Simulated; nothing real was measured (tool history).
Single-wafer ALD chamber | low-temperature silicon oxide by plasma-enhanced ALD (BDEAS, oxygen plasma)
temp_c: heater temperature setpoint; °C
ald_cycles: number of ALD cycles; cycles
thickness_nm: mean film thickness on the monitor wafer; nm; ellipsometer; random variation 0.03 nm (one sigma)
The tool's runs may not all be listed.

run	hour	temp_c	ald_cycles	thickness_nm
1	0	115	53	7.5139
2	0.7	115	46	6.5003
3	1.6	115	50	7.0644
4	7.8	110	50	7.1513
5	9.5	108	52	7.4561
6	12.2	118	52	7.2773
7	19.6	115	54	7.6024
8	22.9	112	56	7.9469

Run 9 comes next. What will it give?
9	27	100	65	?

thickness_nm: 9.4922 nm
